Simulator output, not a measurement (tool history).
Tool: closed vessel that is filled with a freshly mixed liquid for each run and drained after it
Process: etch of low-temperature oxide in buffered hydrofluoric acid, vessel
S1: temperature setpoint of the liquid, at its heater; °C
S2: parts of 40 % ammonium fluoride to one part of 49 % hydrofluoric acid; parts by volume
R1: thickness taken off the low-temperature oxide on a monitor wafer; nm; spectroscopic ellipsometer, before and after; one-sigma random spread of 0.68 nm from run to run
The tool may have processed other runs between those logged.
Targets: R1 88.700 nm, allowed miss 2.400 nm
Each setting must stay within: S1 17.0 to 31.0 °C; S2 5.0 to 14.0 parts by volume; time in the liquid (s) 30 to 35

run 1 hour=0.0 | S1=23.0 S2=8.5 time_in_the_liquid_(s)=35 | R1=102.830
run 2 hour=6.6 | S1=21.0 S2=8.5 time_in_the_liquid_(s)=35 | R1=91.226
run 3 hour=12.4 | S1=21.0 S2=8.5 time_in_the_liquid_(s)=30 | R1=79.061
run 4 hour=14.4 | S1=21.5 S2=8.5 time_in_the_liquid_(s)=30 | R1=79.739
run 5 hour=23.5 | S1=22.0 S2=8.5 time_in_the_liquid_(s)=30 | R1=83.419
run 6 hour=24.9 | S1=22.0 S2=8.5 time_in_the_liquid_(s)=30 | R1=83.287
run 7 hour=33.5 | S1=22.0 S2=8.5 time_in_the_liquid_(s)=30 | R1=83.059
run 8 hour=40.9 | S1=22.5 S2=8.5 time_in_the_liquid_(s)=30 | R1=85.642

Exactly one of the 5 candidate moves below puts every result within its allowed miss. Which one?
run A hour=48.3 | S1=21.5 S2=8.5 time_in_the_liquid_(s)=35 | R1=?
run B hour=48.3 | S1=21.5 S2=8.5 time_in_the_liquid_(s)=30 | R1=?
run C hour=48.3 | S1=20.5 S2=9.0 time_in_the_liquid_(s)=35 | R1=?
run D hour=48.3 | S1=20.5 S2=8.0 time_in_the_liquid_(s)=30 | R1=?
run E hour=48.3 | S1=22.0 S2=9.5 time_in_the_liquid_(s)=35 | R1=?

move=A R1=94.723
move=B R1=81.191
move=C R1=84.207
move=D R1=82.020
move=E R1=88.460
A: takes the biggest miss from the last run beyond its target
B: moves away from the targets compared with the last run
C: moves away from the targets compared with the last run
D: moves away from the targets compared with the last run
E: meets every target
Correct choice: E, which meets every target
